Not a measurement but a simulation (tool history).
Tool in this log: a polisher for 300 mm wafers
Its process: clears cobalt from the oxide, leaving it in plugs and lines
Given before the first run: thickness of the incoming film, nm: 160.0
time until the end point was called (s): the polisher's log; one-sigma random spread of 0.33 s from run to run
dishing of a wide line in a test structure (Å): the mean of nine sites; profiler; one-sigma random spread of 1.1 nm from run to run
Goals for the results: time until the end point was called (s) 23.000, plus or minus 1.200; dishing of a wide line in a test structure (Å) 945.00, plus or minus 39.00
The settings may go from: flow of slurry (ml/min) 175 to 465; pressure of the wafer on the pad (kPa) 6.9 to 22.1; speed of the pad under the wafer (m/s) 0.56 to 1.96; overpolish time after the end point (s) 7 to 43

run  hour  flow of slurry (ml/min)  pressure of the wafer on the pad (kPa)  speed of the pad under the wafer (m/s)  overpolish time after the end point (s)  time until the end point was called (s)  dishing of a wide line in a test structure (Å)
  1   0.0                      295                                    14.5                                    1.26                                       22                                   28.363                                          717.45
  2   2.7                      295                                    15.2                                    1.26                                       24                                   27.752                                          760.36
  3  11.0                      295                                    15.9                                    1.26                                       26                                   26.116                                          792.04
  4  15.5                      295                                    13.8                                    1.26                                       26                                   30.550                                          744.82
  5  16.3                      295                                    15.2                                    1.26                                       28                                   27.279                                          805.31
  6  21.4                      295                                    18.6                                    1.26                                       28                                   22.501                                          842.29
  7  24.0                      295                                    18.6                                    1.28                                       30                                   21.422                                          905.91
  8  32.0                      295                                    17.9                                    1.28                                       31                                   22.403                                          886.06
  9  39.2                      295                                    17.9                                    1.28                                       32                                   22.450                                          895.41
 10  45.5                      295                                    17.9                                    1.28                                       33                                   22.233                                          881.86

Below are 4 possible settings for the next run. Only one of them brings all results inside the allowed miss of their targets. Which is it?
  A  51.8                      290                                    19.3                                    1.34                                       28                                        ?                                               ?
  B  51.8                      210                                    18.6                                    1.18                                       31                                        ?                                               ?
  C  51.8                      445                                    15.9                                    1.42                                       38                                        ?                                               ?
  D  51.8                      200                                    19.3                                    1.38                                       35                                        ?                                               ?

move  time until the end point was called (s)  dishing of a wide line in a test structure (Å)
   A                                   20.137                                          909.92
   B                                   24.279                                          887.21
   C                                   22.397                                          957.29
   D                                   20.225                                          960.14
A: brings the result that was furthest off to its target, and leaves another outside
B: better than the last run, though not everything is in spec
C: all results in spec
D: brings the result that was furthest off to its target, and leaves another outside
Answer: C
